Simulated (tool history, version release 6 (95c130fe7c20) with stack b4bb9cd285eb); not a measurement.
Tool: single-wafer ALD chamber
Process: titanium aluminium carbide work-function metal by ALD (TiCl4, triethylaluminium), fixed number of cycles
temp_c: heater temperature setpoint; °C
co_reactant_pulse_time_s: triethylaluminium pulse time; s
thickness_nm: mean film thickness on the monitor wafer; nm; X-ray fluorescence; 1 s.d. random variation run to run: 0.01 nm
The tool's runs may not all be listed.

run,hour,temp_c,co_reactant_pulse_time_s,thickness_nm
1,0,290,7.05,1.7937
2,7.2,290,6.08,1.7345
3,8.2,290,5.23,1.6817
4,13,290,4.12,1.5899
5,17.6,282,4.12,1.5394
6,25.1,282,5.93,1.6781
7,28.2,285,6.34,1.6995
8,32.7,288,6.58,1.75
9,36.9,291,6.82,1.7927
10,41.8,294,6.97,1.7963
11,44.5,305,9.22,1.9478

Run 12 comes next. What will it give?
12,49.1,305,9.36,?

Run 12 measured thickness_nm 1.9555 nm.

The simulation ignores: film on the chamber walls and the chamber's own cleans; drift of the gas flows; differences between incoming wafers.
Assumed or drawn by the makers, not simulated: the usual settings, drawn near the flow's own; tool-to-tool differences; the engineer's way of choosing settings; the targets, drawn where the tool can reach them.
